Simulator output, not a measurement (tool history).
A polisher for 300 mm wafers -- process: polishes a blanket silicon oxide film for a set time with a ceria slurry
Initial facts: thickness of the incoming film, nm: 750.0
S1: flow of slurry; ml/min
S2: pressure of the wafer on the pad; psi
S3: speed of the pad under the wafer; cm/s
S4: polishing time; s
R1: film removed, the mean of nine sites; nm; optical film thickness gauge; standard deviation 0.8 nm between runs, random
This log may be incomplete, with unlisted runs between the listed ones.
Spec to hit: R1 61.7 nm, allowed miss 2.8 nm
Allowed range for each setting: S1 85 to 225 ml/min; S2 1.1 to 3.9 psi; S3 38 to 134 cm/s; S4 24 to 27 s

run  hour   S1   S2   S3  S4      R1
  1     0  145  2.5   86  27  84.029
  2   1.1  170  2.5   86  27  86.046
  3   3.5  170  2.5   98  27  93.583
  4   5.1  170  2.2   98  27  84.068
  5     6  190  2.2   98  27  83.815
  6     7  190  2.2  120  27  100.17
  7    15  190  1.9  118  27  85.588
  8  22.8  180  1.2  116  27  54.155
  9  30.1  180  1.3  116  27  58.605

4 candidate next runs follow, results not yet known. Just one meets every target within its allowed miss. Identify it.
  A  37.4  170  1.6  114  24   ?
  B  37.4  170  1.7   84  26   ?
  C  37.4  185  1.4  106  25   ?
  D  37.4  190  1.3  122  24   ?

move      R1
   A   63.27
   B  56.991
   C  55.355
   D  55.776
A: each result inside its tolerance
B: the biggest miss grows against the last run
C: the biggest miss grows against the last run
D: the biggest miss grows against the last run
Correct choice: A, which meets every target
